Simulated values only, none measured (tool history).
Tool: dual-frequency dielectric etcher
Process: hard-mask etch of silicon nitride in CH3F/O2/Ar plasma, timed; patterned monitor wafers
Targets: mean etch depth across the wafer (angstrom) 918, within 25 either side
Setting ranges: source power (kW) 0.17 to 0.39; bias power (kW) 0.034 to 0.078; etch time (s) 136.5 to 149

run,hour,source power (kW),bias power (kW),etch time (s),mean etch depth across the wafer (angstrom)
1,0,0.28,0.056,149,807.37
2,0.7,0.3,0.056,149,823.2
3,4,0.3,0.056,136.5,751.79
4,8.7,0.3,0.056,149,819.99
5,13.3,0.31,0.058,149,833.2
6,16.8,0.31,0.058,136.5,768.57
7,21.7,0.32,0.061,139,794.45
8,27.6,0.33,0.063,141,814.9
9,36.4,0.33,0.063,141,823.13
10,45.3,0.34,0.065,142.5,840.02
11,46.7,0.35,0.066,143.5,854.69
12,49.3,0.35,0.067,144.5,865.07
13,55.7,0.35,0.068,145.5,876.22

Of the 4 settings listed for the next run, only one would bring every result within its allowed miss of target. Which one?
A,62.1,0.34,0.067,139.5,?
B,62.1,0.36,0.071,149,?
C,62.1,0.37,0.056,136.5,?
D,62.1,0.27,0.078,145,?

move,mean etch depth across the wafer (angstrom)
A,826.05
B,908.78
C,791.34
D,844.23
A: moves away from the targets compared with the last run
B: meets every target
C: moves away from the targets compared with the last run
D: moves away from the targets compared with the last run
Move B is the one to make.
